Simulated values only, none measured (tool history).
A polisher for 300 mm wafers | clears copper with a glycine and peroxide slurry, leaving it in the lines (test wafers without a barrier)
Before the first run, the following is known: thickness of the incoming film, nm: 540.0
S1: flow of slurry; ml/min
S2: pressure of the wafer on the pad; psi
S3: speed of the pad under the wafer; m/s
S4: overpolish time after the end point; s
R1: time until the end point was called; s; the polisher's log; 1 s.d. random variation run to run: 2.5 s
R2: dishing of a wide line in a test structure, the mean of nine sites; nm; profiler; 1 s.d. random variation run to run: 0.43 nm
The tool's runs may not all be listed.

run,hour,S1,S2,S3,S4,R1,R2
1,0.0,125,2.0,0.90,10,173.54,24.353
2,1.7,125,1.5,0.90,10,204.07,21.386
3,5.8,130,1.8,0.92,10,176.49,23.872
4,8.2,130,2.2,0.92,10,157.70,26.722
5,15.5,135,2.3,0.92,10,157.98,26.278
6,17.0,135,2.4,0.94,10,155.17,28.214
7,24.6,135,2.6,0.96,10,144.53,29.527

Run 8 comes next. What will it give?
8,25.3,135,2.7,0.96,10,?,?

R1: 136.62 s
R2: 30.146 nm
